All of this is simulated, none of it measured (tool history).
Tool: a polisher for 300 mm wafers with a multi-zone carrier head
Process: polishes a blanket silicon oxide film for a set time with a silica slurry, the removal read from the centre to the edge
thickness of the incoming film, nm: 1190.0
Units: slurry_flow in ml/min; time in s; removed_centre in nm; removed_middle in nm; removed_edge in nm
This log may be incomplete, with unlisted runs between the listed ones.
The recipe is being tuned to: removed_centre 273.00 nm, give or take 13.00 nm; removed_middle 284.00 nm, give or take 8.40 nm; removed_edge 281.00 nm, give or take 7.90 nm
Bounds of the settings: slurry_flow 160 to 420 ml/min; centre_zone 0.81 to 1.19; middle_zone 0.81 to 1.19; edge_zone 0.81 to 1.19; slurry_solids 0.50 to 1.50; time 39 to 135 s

run 1 day=0.000 | slurry_flow=270 centre_zone=1.00 middle_zone=1.00 edge_zone=1.00 slurry_solids=1.00 time=87 | removed_centre=409.02 removed_middle=428.68 removed_edge=420.95
run 2 day=0.292 | slurry_flow=270 centre_zone=1.00 middle_zone=1.00 edge_zone=1.00 slurry_solids=0.90 time=87 | removed_centre=400.65 removed_middle=389.32 removed_edge=388.24
run 3 day=0.575 | slurry_flow=270 centre_zone=1.00 middle_zone=1.00 edge_zone=1.00 slurry_solids=1.00 time=87 | removed_centre=405.17 removed_middle=416.10 removed_edge=417.12
run 4 day=0.942 | slurry_flow=270 centre_zone=1.04 middle_zone=1.00 edge_zone=1.00 slurry_solids=1.00 time=87 | removed_centre=439.98 removed_middle=417.09 removed_edge=416.65
run 5 day=1.121 | slurry_flow=270 centre_zone=1.11 middle_zone=1.00 edge_zone=1.00 slurry_solids=1.00 time=87 | removed_centre=468.66 removed_middle=421.77 removed_edge=417.47
run 6 day=1.300 | slurry_flow=265 centre_zone=1.08 middle_zone=1.00 edge_zone=0.99 slurry_solids=0.95 time=87 | removed_centre=432.09 removed_middle=408.97 removed_edge=398.77
run 7 day=1.633 | slurry_flow=260 centre_zone=1.06 middle_zone=0.99 edge_zone=0.98 slurry_solids=0.90 time=87 | removed_centre=407.39 removed_middle=384.96 removed_edge=387.52
run 8 day=1.750 | slurry_flow=265 centre_zone=1.05 middle_zone=0.99 edge_zone=0.97 slurry_solids=0.85 time=87 | removed_centre=392.92 removed_middle=370.98 removed_edge=371.39
run 9 day=2.125 | slurry_flow=255 centre_zone=0.95 middle_zone=0.94 edge_zone=0.87 slurry_solids=0.60 time=86 | removed_centre=256.45 removed_middle=260.11 removed_edge=256.64
run 10 day=2.171 | slurry_flow=260 centre_zone=0.95 middle_zone=0.94 edge_zone=0.88 slurry_solids=0.60 time=86 | removed_centre=264.42 removed_middle=261.96 removed_edge=260.26
run 11 day=2.204 | slurry_flow=265 centre_zone=0.95 middle_zone=0.95 edge_zone=0.89 slurry_solids=0.60 time=86 | removed_centre=257.53 removed_middle=266.73 removed_edge=261.15
run 12 day=2.550 | slurry_flow=265 centre_zone=0.95 middle_zone=0.95 edge_zone=0.89 slurry_solids=0.60 time=86 | removed_centre=266.48 removed_middle=263.81 removed_edge=256.95
run 13 day=2.829 | slurry_flow=315 centre_zone=0.93 middle_zone=1.00 edge_zone=0.99 slurry_solids=0.65 time=86 | removed_centre=274.61 removed_middle=304.94 removed_edge=298.91
run 14 day=2.954 | slurry_flow=315 centre_zone=0.93 middle_zone=0.99 edge_zone=0.98 slurry_solids=0.65 time=86 | removed_centre=281.73 removed_middle=301.83 removed_edge=301.39
run 15 day=3.254 | slurry_flow=315 centre_zone=0.93 middle_zone=0.99 edge_zone=0.97 slurry_solids=0.65 time=86 | removed_centre=281.37 removed_middle=300.65 removed_edge=298.35
run 16 day=3.342 | slurry_flow=270 centre_zone=0.93 middle_zone=0.95 edge_zone=0.89 slurry_solids=0.60 time=86 | removed_centre=257.47 removed_middle=266.51 removed_edge=258.51
run 17 day=3.588 | slurry_flow=270 centre_zone=0.93 middle_zone=0.95 edge_zone=0.90 slurry_solids=0.60 time=86 | removed_centre=255.50 removed_middle=265.51 removed_edge=260.95
run 18 day=3.821 | slurry_flow=275 centre_zone=0.93 middle_zone=0.95 edge_zone=0.91 slurry_solids=0.60 time=86 | removed_centre=256.02 removed_middle=265.33 removed_edge=262.57
run 19 day=4.117 | slurry_flow=280 centre_zone=0.93 middle_zone=0.95 edge_zone=0.92 slurry_solids=0.60 time=86 | removed_centre=263.38 removed_middle=265.67 removed_edge=263.33
run 20 day=4.492 | slurry_flow=320 centre_zone=0.90 middle_zone=1.00 edge_zone=1.01 slurry_solids=0.65 time=86 | removed_centre=273.69 removed_middle=305.90 removed_edge=302.44
run 21 day=4.854 | slurry_flow=315 centre_zone=0.90 middle_zone=0.99 edge_zone=1.00 slurry_solids=0.65 time=86 | removed_centre=272.11 removed_middle=304.71 removed_edge=302.07
run 22 day=5.229 | slurry_flow=315 centre_zone=0.90 middle_zone=0.99 edge_zone=0.99 slurry_solids=0.65 time=86 | removed_centre=263.93 removed_middle=297.75 removed_edge=299.30
run 23 day=5.333 | slurry_flow=310 centre_zone=0.90 middle_zone=0.99 edge_zone=0.98 slurry_solids=0.65 time=86 | removed_centre=273.76 removed_middle=303.86 removed_edge=298.09
run 24 day=5.446 | slurry_flow=310 centre_zone=0.90 middle_zone=0.99 edge_zone=0.97 slurry_solids=0.65 time=86 | removed_centre=277.03 removed_middle=306.29 removed_edge=299.90
run 25 day=5.733 | slurry_flow=305 centre_zone=0.90 middle_zone=0.99 edge_zone=0.97 slurry_solids=0.65 time=86 | removed_centre=270.29 removed_middle=299.16 removed_edge=297.84

Which one of the following 5 next-run settings gets every result inside its allowed miss? There is exactly one.
run A day=6.021 | slurry_flow=165 centre_zone=0.99 middle_zone=0.86 edge_zone=0.98 slurry_solids=0.60 time=103 | removed_centre=? removed_middle=? removed_edge=?
run B day=6.021 | slurry_flow=290 centre_zone=0.89 middle_zone=0.96 edge_zone=0.99 slurry_solids=0.60 time=95 | removed_centre=? removed_middle=? removed_edge=?
run C day=6.021 | slurry_flow=320 centre_zone=0.97 middle_zone=1.05 edge_zone=0.86 slurry_solids=0.70 time=79 | removed_centre=? removed_middle=? removed_edge=?
run D day=6.021 | slurry_flow=375 centre_zone=0.91 middle_zone=1.09 edge_zone=0.91 slurry_solids=0.60 time=92 | removed_centre=? removed_middle=? removed_edge=?
run E day=6.021 | slurry_flow=310 centre_zone=0.95 middle_zone=0.98 edge_zone=0.96 slurry_solids=0.55 time=98 | removed_centre=? removed_middle=? removed_edge=?

move=A removed_centre=300.78 removed_middle=269.91 removed_edge=311.50
move=B removed_centre=274.15 removed_middle=297.05 removed_edge=307.14
move=C removed_centre=291.58 removed_middle=311.85 removed_edge=279.09
move=D removed_centre=279.06 removed_middle=328.12 removed_edge=290.70
move=E removed_centre=276.36 removed_middle=284.95 removed_edge=284.89
A: misses by more than the last run did
B: misses by more than the last run did
C: brings the result that was furthest off to its target, and leaves another outside
D: misses by more than the last run did
E: every result within its allowed miss
E is the move that brings every result within its allowed miss.
